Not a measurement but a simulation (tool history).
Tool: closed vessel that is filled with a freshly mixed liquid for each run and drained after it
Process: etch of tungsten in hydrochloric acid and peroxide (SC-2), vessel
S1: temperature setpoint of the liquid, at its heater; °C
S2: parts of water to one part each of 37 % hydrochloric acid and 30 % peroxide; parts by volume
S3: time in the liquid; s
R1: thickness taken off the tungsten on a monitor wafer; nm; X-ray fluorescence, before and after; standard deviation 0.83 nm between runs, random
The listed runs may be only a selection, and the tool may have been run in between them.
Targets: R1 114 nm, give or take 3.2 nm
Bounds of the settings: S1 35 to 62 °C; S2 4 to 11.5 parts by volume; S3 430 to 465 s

{"run": 1, "hour": 0.0, "S1": 46, "S2": 6.5, "S3": 430, "R1": 76.183}
{"run": 2, "hour": 2.4, "S1": 46.5, "S2": 6.5, "S3": 430, "R1": 78.855}
{"run": 3, "hour": 10.9, "S1": 47, "S2": 6.5, "S3": 430, "R1": 80.965}
{"run": 4, "hour": 19.1, "S1": 47.5, "S2": 6.5, "S3": 430, "R1": 83.988}
{"run": 5, "hour": 25.6, "S1": 48, "S2": 6.5, "S3": 430, "R1": 86.611}
{"run": 6, "hour": 27.2, "S1": 48, "S2": 6.5, "S3": 465, "R1": 93.347}
{"run": 7, "hour": 32.8, "S1": 48.5, "S2": 6.5, "S3": 465, "R1": 96.219}
{"run": 8, "hour": 37.3, "S1": 49, "S2": 6.5, "S3": 465, "R1": 100.77}
{"run": 9, "hour": 42.7, "S1": 49.5, "S2": 6.5, "S3": 465, "R1": 103.42}

Pick the move, out of 4, that brings all results within their allowed miss; only one does.
{"run": "A", "hour": 48.1, "S1": 48.5, "S2": 4.5, "S3": 445, "R1": "?"}
{"run": "B", "hour": 48.1, "S1": 48, "S2": 5, "S3": 465, "R1": "?"}
{"run": "C", "hour": 48.1, "S1": 47.5, "S2": 6.5, "S3": 465, "R1": "?"}
{"run": "D", "hour": 48.1, "S1": 54, "S2": 7, "S3": 430, "R1": "?"}

move=A R1=122.36
move=B R1=114.8
move=C R1=91.396
move=D R1=122.88
A: pushes the last run's worst result past its target
B: in spec on every target
C: misses by more than the last run did
D: pushes the last run's worst result past its target
The move that meets every target is B.
